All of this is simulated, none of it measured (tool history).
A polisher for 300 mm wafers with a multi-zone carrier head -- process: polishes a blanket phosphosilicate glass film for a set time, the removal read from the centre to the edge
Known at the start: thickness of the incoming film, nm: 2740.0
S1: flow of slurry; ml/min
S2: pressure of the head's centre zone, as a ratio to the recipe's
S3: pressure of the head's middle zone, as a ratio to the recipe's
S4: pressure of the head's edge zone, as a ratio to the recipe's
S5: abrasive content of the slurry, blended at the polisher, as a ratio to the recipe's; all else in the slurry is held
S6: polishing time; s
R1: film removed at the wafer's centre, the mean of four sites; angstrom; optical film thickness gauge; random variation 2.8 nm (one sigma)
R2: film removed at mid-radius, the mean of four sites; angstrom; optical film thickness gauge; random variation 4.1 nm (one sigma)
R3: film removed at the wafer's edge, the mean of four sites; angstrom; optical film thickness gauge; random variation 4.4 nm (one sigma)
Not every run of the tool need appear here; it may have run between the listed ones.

run 1 hour=0.0 | S1=160 S2=1.00 S3=1.00 S4=1.00 S5=1.00 S6=47 | R1=3395.3 R2=3343.9 R3=3311.0
run 2 hour=6.9 | S1=160 S2=1.00 S3=1.00 S4=1.00 S5=1.00 S6=52 | R1=3740.2 R2=3732.6 R3=3767.8
run 3 hour=9.6 | S1=175 S2=0.99 S3=1.04 S4=1.02 S5=1.05 S6=52 | R1=3853.9 R2=3966.0 R3=3858.0
run 4 hour=18.4 | S1=175 S2=0.99 S3=1.04 S4=1.07 S5=1.05 S6=52 | R1=3854.7 R2=3959.5 R3=3921.5
run 5 hour=20.9 | S1=175 S2=0.99 S3=1.11 S4=1.07 S5=1.05 S6=52 | R1=3861.7 R2=4196.8 R3=4001.6
run 6 hour=26.5 | S1=175 S2=0.99 S3=1.14 S4=1.07 S5=1.05 S6=52 | R1=3830.5 R2=4261.3 R3=4038.6

Forecast run 7:
run 7 hour=29.1 | S1=190 S2=0.97 S3=1.15 S4=1.05 S5=1.10 S6=52 | R1=? R2=? R3=?

Run 7 came out at R1 3905.8 angstrom, R2 4366.9 angstrom, R3 4023.8 angstrom.

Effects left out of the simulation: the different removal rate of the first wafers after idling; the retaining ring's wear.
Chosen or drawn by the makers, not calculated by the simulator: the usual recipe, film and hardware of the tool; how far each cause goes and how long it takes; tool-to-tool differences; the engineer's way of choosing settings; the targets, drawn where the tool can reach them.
